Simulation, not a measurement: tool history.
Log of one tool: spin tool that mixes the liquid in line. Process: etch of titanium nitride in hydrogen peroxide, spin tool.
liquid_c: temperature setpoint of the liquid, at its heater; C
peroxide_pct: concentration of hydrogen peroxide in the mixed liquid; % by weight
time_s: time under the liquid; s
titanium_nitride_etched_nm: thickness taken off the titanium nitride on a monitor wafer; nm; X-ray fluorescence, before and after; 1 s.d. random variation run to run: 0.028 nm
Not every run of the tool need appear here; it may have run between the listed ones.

{"run": 1, "hour": 0.0, "liquid_c": 49.0, "peroxide_pct": 20.5, "time_s": 70, "titanium_nitride_etched_nm": 1.6559}
{"run": 2, "hour": 0.6, "liquid_c": 49.0, "peroxide_pct": 20.5, "time_s": 50, "titanium_nitride_etched_nm": 1.1828}
{"run": 3, "hour": 6.1, "liquid_c": 52.5, "peroxide_pct": 20.5, "time_s": 50, "titanium_nitride_etched_nm": 1.5417}
{"run": 4, "hour": 12.4, "liquid_c": 47.0, "peroxide_pct": 20.5, "time_s": 50, "titanium_nitride_etched_nm": 1.0449}
{"run": 5, "hour": 16.1, "liquid_c": 50.5, "peroxide_pct": 20.5, "time_s": 50, "titanium_nitride_etched_nm": 1.3195}
{"run": 6, "hour": 19.1, "liquid_c": 50.5, "peroxide_pct": 24.0, "time_s": 50, "titanium_nitride_etched_nm": 1.3783}

The next listed run, before its measurement:
{"run": 7, "hour": 27.2, "liquid_c": 54.0, "peroxide_pct": 24.0, "time_s": 50, "titanium_nitride_etched_nm": "?"}

Run 7 produced titanium_nitride_etched_nm 1.7627 nm.

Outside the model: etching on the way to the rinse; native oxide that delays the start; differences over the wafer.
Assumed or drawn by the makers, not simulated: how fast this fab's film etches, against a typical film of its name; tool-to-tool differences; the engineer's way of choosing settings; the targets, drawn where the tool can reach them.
